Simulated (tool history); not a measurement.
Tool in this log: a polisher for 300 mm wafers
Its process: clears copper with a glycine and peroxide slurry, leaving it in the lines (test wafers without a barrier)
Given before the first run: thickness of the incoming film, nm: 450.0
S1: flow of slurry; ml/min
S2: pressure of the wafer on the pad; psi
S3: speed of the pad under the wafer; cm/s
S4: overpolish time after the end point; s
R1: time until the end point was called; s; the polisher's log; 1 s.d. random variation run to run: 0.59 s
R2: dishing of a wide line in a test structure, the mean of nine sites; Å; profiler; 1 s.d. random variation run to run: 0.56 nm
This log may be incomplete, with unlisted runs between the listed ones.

run	hour	S1	S2	S3	S4	R1	R2
1	0.0	245	2.6	126	11	60.629	415.59
2	3.3	245	2.6	126	10	63.042	388.86
3	5.3	245	2.6	126	6	61.128	273.41
4	8.4	245	2.7	126	7	60.808	306.75
5	11.7	195	2.7	126	7	62.692	313.32
6	15.4	195	2.7	94	7	80.617	249.03
7	16.3	195	2.7	94	7	80.497	254.16
8	22.8	205	2.8	94	7	77.077	256.48
9	27.5	215	2.9	94	7	74.385	273.41
10	32.1	225	3.0	94	7	71.834	272.07
11	33.5	230	3.1	94	7	69.058	286.25
# hour 40.8: slurry nozzle cleaned
12	40.8	240	3.2	94	7	63.826	305.23
13	43.9	250	3.2	94	7	63.615	312.67
14	45.4	260	3.2	94	7	62.954	299.61
15	48.9	265	3.2	94	7	62.711	301.12
16	50.5	270	3.2	94	7	63.080	307.57

Run 17 is up next; what results do you expect?
17	51.4	280	3.2	94	7	?	?

{"run 17": {"R1": 62.555, "R2": 310.64}}
